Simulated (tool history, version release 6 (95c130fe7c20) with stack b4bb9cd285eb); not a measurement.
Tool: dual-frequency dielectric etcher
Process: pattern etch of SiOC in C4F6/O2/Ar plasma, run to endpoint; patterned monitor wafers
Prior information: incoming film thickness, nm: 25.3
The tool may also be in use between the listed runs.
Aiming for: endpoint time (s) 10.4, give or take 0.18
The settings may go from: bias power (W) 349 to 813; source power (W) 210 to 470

run	hour	bias power (W)	source power (W)	endpoint time (s)
1	0	581	340	9.0516
2	5	676	340	8.5187
3	12	633	340	8.7636
4	14.5	720	340	8.2911
5	22.1	671	340	8.5036
6	25.5	671	300	8.8531
7	33.5	636	300	9.0237
8	40.5	520	280	9.9902
9	43.6	512	280	10.115
10	44.7	506	280	10.179

Of the 5 settings listed for the next run, only one would bring every result within its allowed miss of target. Which one?
A	45.8	505	260	?
B	45.8	519	300	?
C	45.8	528	290	?
D	45.8	540	280	?
E	45.8	534	300	?

move	endpoint time (s)
A	10.465
B	9.9145
C	9.9442
D	9.9545
E	9.797
A: each result inside its tolerance
B: moves away from the targets compared with the last run
C: moves away from the targets compared with the last run
D: moves away from the targets compared with the last run
E: moves away from the targets compared with the last run
Correct choice: A, which meets every target

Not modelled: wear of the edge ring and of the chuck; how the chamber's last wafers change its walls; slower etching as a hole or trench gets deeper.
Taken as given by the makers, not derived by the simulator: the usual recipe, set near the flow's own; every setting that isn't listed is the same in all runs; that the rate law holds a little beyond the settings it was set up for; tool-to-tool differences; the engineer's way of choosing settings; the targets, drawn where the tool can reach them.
